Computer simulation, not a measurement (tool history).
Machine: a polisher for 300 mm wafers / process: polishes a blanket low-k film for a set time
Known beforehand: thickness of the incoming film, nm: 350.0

run	day	flow of slurry (ml/min)	pressure of the wafer on the pad (psi)	speed of the pad under the wafer (cm/s)	abrasive content of the slurry	polishing time (s)	film removed (Å)
1	0	320	1.9	88	1	35	156.33
2	0.283	320	2.4	88	1	35	180.96
3	0.325	320	2.1	88	1	35	165.02
4	0.396	320	1.9	88	1	35	155.1
5	0.646	375	1.9	88	1	35	157.56
6	0.775	365	1.7	88	1	35	145.93

What does the tool deliver on the next run?
7	0.938	360	1.6	88	1	35	?

film removed (Å): 140.92
